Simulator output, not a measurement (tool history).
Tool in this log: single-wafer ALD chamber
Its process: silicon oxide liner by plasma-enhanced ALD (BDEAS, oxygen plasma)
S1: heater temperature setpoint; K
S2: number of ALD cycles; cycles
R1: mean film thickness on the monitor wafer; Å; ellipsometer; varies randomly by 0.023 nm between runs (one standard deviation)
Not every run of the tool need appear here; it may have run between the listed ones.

run  hour      S1  S2      R1
  1   0.0  593.15  80  70.655
  2   4.7  593.15  71  62.877
  3  11.9  593.15  77  68.162
  4  19.6  583.15  77  68.989
  5  23.7  583.15  75  67.151
  6  30.5  591.15  75  66.486

Run 7 comes next. What will it give?
  7  39.0  591.15  73   ?

{"run 7": {"R1": 64.43}}
